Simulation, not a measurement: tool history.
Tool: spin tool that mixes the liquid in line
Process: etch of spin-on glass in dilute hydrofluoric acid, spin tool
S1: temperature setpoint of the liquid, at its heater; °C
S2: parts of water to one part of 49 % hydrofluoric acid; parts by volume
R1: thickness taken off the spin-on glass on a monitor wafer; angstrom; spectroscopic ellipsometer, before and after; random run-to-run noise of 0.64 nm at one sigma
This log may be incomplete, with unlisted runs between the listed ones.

run 1 hour=0.0 | S1=21.0 S2=170 time_under_the_liquid_(s)=150 | R1=385.40
run 2 hour=2.0 | S1=21.0 S2=220 time_under_the_liquid_(s)=150 | R1=281.07
run 3 hour=10.3 | S1=23.0 S2=190 time_under_the_liquid_(s)=150 | R1=363.17
run 4 hour=18.3 | S1=24.5 S2=165 time_under_the_liquid_(s)=150 | R1=451.63
run 5 hour=20.1 | S1=23.0 S2=165 time_under_the_liquid_(s)=150 | R1=430.82
run 6 hour=25.6 | S1=24.5 S2=150 time_under_the_liquid_(s)=150 | R1=509.95
run 7 hour=27.5 | S1=25.5 S2=140 time_under_the_liquid_(s)=150 | R1=572.68
run 8 hour=32.5 | S1=26.5 S2=135 time_under_the_liquid_(s)=150 | R1=624.50
run 9 hour=39.6 | S1=27.0 S2=130 time_under_the_liquid_(s)=150 | R1=663.18

Predict the results of run 10:
run 10 hour=44.0 | S1=27.5 S2=130 time_under_the_liquid_(s)=150 | R1=?

{"run 10": {"R1": 672.13}}

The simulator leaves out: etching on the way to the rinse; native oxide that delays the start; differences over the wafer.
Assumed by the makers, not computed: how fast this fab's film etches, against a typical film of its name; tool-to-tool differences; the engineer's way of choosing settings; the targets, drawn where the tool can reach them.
